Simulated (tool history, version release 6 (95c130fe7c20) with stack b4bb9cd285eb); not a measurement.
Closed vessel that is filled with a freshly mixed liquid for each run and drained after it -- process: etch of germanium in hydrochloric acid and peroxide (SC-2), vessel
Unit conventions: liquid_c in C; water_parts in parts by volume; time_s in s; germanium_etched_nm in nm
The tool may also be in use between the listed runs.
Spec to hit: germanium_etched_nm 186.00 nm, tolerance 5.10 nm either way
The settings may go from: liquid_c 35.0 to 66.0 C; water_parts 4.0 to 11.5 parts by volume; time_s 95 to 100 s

run 1 hour=0.0 | liquid_c=50.0 water_parts=6.5 time_s=95 | germanium_etched_nm=124.45
run 2 hour=7.6 | liquid_c=53.5 water_parts=6.5 time_s=95 | germanium_etched_nm=141.99
run 3 hour=12.1 | liquid_c=53.5 water_parts=6.5 time_s=100 | germanium_etched_nm=146.14
run 4 hour=18.7 | liquid_c=56.0 water_parts=6.5 time_s=100 | germanium_etched_nm=159.46
run 5 hour=20.2 | liquid_c=56.0 water_parts=8.0 time_s=100 | germanium_etched_nm=155.79
run 6 hour=28.4 | liquid_c=58.0 water_parts=8.0 time_s=100 | germanium_etched_nm=167.50
run 7 hour=31.5 | liquid_c=59.0 water_parts=8.0 time_s=100 | germanium_etched_nm=172.20
run 8 hour=39.5 | liquid_c=60.0 water_parts=8.0 time_s=100 | germanium_etched_nm=175.49
run 9 hour=45.7 | liquid_c=60.5 water_parts=8.0 time_s=100 | germanium_etched_nm=177.67

Which of these 4 next moves meets every target?
run A hour=51.9 | liquid_c=61.5 water_parts=9.5 time_s=95 | germanium_etched_nm=?
run B hour=51.9 | liquid_c=62.0 water_parts=9.0 time_s=100 | germanium_etched_nm=?
run C hour=51.9 | liquid_c=57.5 water_parts=8.5 time_s=100 | germanium_etched_nm=?
run D hour=51.9 | liquid_c=59.5 water_parts=8.0 time_s=100 | germanium_etched_nm=?

move=A germanium_etched_nm=173.82
move=B germanium_etched_nm=186.72
move=C germanium_etched_nm=164.38
move=D germanium_etched_nm=175.43
A: lands further from the targets than the last run did
B: every result within its allowed miss
C: lands further from the targets than the last run did
D: lands further from the targets than the last run did
Go with B: it meets all targets.
